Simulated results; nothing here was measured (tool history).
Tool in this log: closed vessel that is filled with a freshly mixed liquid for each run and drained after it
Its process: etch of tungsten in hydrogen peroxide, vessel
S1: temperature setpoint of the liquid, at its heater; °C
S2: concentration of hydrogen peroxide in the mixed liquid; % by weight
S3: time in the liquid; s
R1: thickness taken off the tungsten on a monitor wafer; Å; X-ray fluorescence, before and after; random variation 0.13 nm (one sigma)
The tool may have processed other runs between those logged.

run 1 hour=0.0 | S1=45.0 S2=21.5 S3=35 | R1=356.33
run 2 hour=4.6 | S1=40.5 S2=21.5 S3=35 | R1=263.18
run 3 hour=8.4 | S1=40.0 S2=21.5 S3=35 | R1=254.65
run 4 hour=11.6 | S1=46.0 S2=21.5 S3=35 | R1=380.34
run 5 hour=17.6 | S1=46.0 S2=21.5 S3=30 | R1=321.27
run 6 hour=18.8 | S1=46.0 S2=21.5 S3=35 | R1=378.18

Run 7 comes next. What will it give?
run 7 hour=23.1 | S1=44.5 S2=21.5 S3=35 | R1=?

Logged for run 7: R1 344.53 Å.

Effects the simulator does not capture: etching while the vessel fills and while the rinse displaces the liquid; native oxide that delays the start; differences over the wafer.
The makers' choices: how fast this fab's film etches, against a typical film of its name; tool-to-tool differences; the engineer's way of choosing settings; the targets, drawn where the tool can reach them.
